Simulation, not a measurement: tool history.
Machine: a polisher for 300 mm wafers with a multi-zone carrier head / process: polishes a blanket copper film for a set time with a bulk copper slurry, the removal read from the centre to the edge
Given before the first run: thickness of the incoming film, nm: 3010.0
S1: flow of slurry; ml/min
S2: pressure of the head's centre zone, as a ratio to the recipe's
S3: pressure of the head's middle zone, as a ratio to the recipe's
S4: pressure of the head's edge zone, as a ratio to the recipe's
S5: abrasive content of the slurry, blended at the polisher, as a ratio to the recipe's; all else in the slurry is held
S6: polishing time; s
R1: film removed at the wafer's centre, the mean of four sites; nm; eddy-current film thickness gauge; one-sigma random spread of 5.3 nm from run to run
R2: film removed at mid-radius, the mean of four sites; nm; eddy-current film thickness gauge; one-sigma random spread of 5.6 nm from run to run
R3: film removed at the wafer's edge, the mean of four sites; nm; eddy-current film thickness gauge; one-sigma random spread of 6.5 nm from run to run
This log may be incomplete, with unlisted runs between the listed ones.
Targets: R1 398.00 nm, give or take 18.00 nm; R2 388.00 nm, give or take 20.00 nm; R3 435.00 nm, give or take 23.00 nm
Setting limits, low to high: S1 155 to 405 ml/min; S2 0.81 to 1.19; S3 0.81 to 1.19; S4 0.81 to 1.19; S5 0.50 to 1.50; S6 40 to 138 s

{"run": 1, "hour": 0.0, "S1": 260, "S2": 1.0, "S3": 1.0, "S4": 1.0, "S5": 1.0, "S6": 88, "R1": 718.28, "R2": 732.14, "R3": 724.0}
{"run": 2, "hour": 6.6, "S1": 260, "S2": 1.0, "S3": 1.0, "S4": 0.92, "S5": 1.0, "S6": 88, "R1": 735.71, "R2": 740.83, "R3": 704.71}
{"run": 3, "hour": 10.9, "S1": 255, "S2": 0.97, "S3": 0.95, "S4": 0.94, "S5": 0.85, "S6": 76, "R1": 606.93, "R2": 592.39, "R3": 594.75}
{"run": 4, "hour": 18.2, "S1": 205, "S2": 0.97, "S3": 0.95, "S4": 0.94, "S5": 0.85, "S6": 76, "R1": 590.65, "R2": 580.98, "R3": 580.18}
{"run": 5, "hour": 25.8, "S1": 200, "S2": 0.94, "S3": 0.92, "S4": 0.96, "S5": 0.75, "S6": 69, "R1": 502.53, "R2": 496.43, "R3": 526.85}
{"run": 6, "hour": 26.4, "S1": 200, "S2": 0.87, "S3": 0.92, "S4": 0.96, "S5": 0.75, "S6": 69, "R1": 470.82, "R2": 494.01, "R3": 519.0}
{"run": 7, "hour": 32.4, "S1": 200, "S2": 0.87, "S3": 0.9, "S4": 0.95, "S5": 0.65, "S6": 66, "R1": 438.08, "R2": 464.27, "R3": 479.37}
{"run": 8, "hour": 37.9, "S1": 195, "S2": 0.88, "S3": 0.87, "S4": 0.96, "S5": 0.6, "S6": 64, "R1": 428.57, "R2": 431.35, "R3": 472.66}
{"run": 9, "hour": 43.8, "S1": 195, "S2": 0.88, "S3": 0.86, "S4": 0.95, "S5": 0.55, "S6": 63, "R1": 408.12, "R2": 406.1, "R3": 457.35}
{"run": 10, "hour": 48.7, "S1": 195, "S2": 0.88, "S3": 0.86, "S4": 0.95, "S5": 0.55, "S6": 63, "R1": 409.43, "R2": 424.14, "R3": 457.99}

Exactly one of the 5 candidate moves below puts every result within its allowed miss. Which one?
{"run": "A", "hour": 53.6, "S1": 220, "S2": 0.87, "S3": 0.89, "S4": 0.84, "S5": 0.65, "S6": 66, "R1": "?", "R2": "?", "R3": "?"}
{"run": "B", "hour": 53.6, "S1": 160, "S2": 1.0, "S3": 0.84, "S4": 1.07, "S5": 0.6, "S6": 61, "R1": "?", "R2": "?", "R3": "?"}
{"run": "C", "hour": 53.6, "S1": 210, "S2": 0.99, "S3": 0.84, "S4": 0.98, "S5": 0.6, "S6": 60, "R1": "?", "R2": "?", "R3": "?"}
{"run": "D", "hour": 53.6, "S1": 185, "S2": 0.89, "S3": 0.84, "S4": 0.94, "S5": 0.55, "S6": 61, "R1": "?", "R2": "?", "R3": "?"}
{"run": "E", "hour": 53.6, "S1": 170, "S2": 0.81, "S3": 0.84, "S4": 0.95, "S5": 0.7, "S6": 69, "R1": "?", "R2": "?", "R3": "?"}

move=A R1=445.83 R2=453.94 R3=470.72
move=B R1=423.76 R2=375.94 R3=462.52
move=C R1=436.48 R2=388.01 R3=451.40
move=D R1=395.36 R2=381.29 R3=437.06
move=E R1=427.34 R2=441.95 R3=511.08
A: its largest miss is bigger than the last run's
B: the worst result of the last run now meets its target, but another is out of spec
C: the worst result of the last run now meets its target, but another is out of spec
D: hits every target within its allowed miss
E: its largest miss is bigger than the last run's
Answer: D
